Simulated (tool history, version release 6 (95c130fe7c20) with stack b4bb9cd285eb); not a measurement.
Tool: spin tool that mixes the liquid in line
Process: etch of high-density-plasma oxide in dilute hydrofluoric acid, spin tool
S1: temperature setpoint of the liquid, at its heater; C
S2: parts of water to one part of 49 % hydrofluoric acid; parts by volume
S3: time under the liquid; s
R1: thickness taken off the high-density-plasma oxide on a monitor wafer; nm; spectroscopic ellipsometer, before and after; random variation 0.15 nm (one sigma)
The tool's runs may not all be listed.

run 1 day=0 | S1=26 S2=115 S3=315 | R1=15.738
run 2 day=0.142 | S1=26 S2=145 S3=315 | R1=11.992
run 3 day=0.442 | S1=28 S2=145 S3=315 | R1=13.095
run 4 day=0.488 | S1=29 S2=125 S3=315 | R1=16.063
run 5 day=0.604 | S1=29 S2=110 S3=315 | R1=18.682
run 6 day=0.879 | S1=29 S2=90 S3=315 | R1=23.487
run 7 day=1.142 | S1=30 S2=85 S3=315 | R1=25.807
run 8 day=1.362 | S1=31 S2=80 S3=315 | R1=28.883
run 9 day=1.65 | S1=34 S2=60 S3=315 | R1=44.454
run 10 day=2 | S1=33.5 S2=60 S3=315 | R1=43.802

Expected results for the next run?
run 11 day=2.129 | S1=33 S2=60 S3=315 | R1=?

{"run 11": {"R1": 42.605}}
